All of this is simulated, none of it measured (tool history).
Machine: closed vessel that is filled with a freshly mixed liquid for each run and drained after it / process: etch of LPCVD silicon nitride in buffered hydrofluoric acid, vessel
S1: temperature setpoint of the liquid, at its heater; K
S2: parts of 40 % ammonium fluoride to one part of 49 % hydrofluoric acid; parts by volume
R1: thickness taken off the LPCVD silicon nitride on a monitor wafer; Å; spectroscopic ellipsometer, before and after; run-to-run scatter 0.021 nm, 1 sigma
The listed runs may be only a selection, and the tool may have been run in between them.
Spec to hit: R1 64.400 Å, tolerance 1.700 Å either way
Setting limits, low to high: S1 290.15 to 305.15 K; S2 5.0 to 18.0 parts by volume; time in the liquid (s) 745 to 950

{"run": 1, "hour": 0.0, "S1": 298.15, "S2": 11.0, "time in the liquid (s)": 950, "R1": 122.81}
{"run": 2, "hour": 6.9, "S1": 296.65, "S2": 11.5, "time in the liquid (s)": 950, "R1": 108.03}
{"run": 3, "hour": 11.8, "S1": 295.65, "S2": 12.0, "time in the liquid (s)": 950, "R1": 98.266}
{"run": 4, "hour": 17.0, "S1": 294.65, "S2": 12.5, "time in the liquid (s)": 950, "R1": 89.131}
{"run": 5, "hour": 23.7, "S1": 294.65, "S2": 12.5, "time in the liquid (s)": 950, "R1": 89.523}
{"run": 6, "hour": 33.5, "S1": 294.65, "S2": 10.0, "time in the liquid (s)": 950, "R1": 110.56}
{"run": 7, "hour": 40.1, "S1": 293.65, "S2": 10.5, "time in the liquid (s)": 950, "R1": 100.11}
{"run": 8, "hour": 43.2, "S1": 293.65, "S2": 10.5, "time in the liquid (s)": 950, "R1": 100.74}
{"run": 9, "hour": 51.5, "S1": 293.15, "S2": 11.0, "time in the liquid (s)": 950, "R1": 92.664}
{"run": 10, "hour": 57.2, "S1": 292.65, "S2": 11.5, "time in the liquid (s)": 950, "R1": 86.73}
{"run": 11, "hour": 60.6, "S1": 292.15, "S2": 12.0, "time in the liquid (s)": 950, "R1": 80.932}
{"run": 12, "hour": 62.1, "S1": 291.65, "S2": 12.5, "time in the liquid (s)": 950, "R1": 75.732}
{"run": 13, "hour": 69.2, "S1": 291.15, "S2": 12.5, "time in the liquid (s)": 950, "R1": 73.322}
{"run": 14, "hour": 75.4, "S1": 290.65, "S2": 13.0, "time in the liquid (s)": 950, "R1": 68.538}
{"run": 15, "hour": 84.3, "S1": 290.15, "S2": 13.0, "time in the liquid (s)": 950, "R1": 66.684}

Next run, 5 choices. One meets every target within its allowed miss, the rest don't. Which?
{"run": "A", "hour": 93.2, "S1": 290.15, "S2": 14.0, "time in the liquid (s)": 950, "R1": "?"}
{"run": "B", "hour": 93.2, "S1": 292.15, "S2": 14.5, "time in the liquid (s)": 845, "R1": "?"}
{"run": "C", "hour": 93.2, "S1": 292.15, "S2": 13.5, "time in the liquid (s)": 780, "R1": "?"}
{"run": "D", "hour": 93.2, "S1": 290.15, "S2": 14.0, "time in the liquid (s)": 920, "R1": "?"}
{"run": "E", "hour": 93.2, "S1": 290.15, "S2": 11.0, "time in the liquid (s)": 775, "R1": "?"}

move=A R1=61.779
move=B R1=59.475
move=C R1=58.893
move=D R1=59.828
move=E R1=63.830
A: moves the result that the last run missed by most past its target, out the other side
B: moves the result that the last run missed by most past its target, out the other side
C: moves the result that the last run missed by most past its target, out the other side
D: moves the result that the last run missed by most past its target, out the other side
E: meets every target
Answer: E
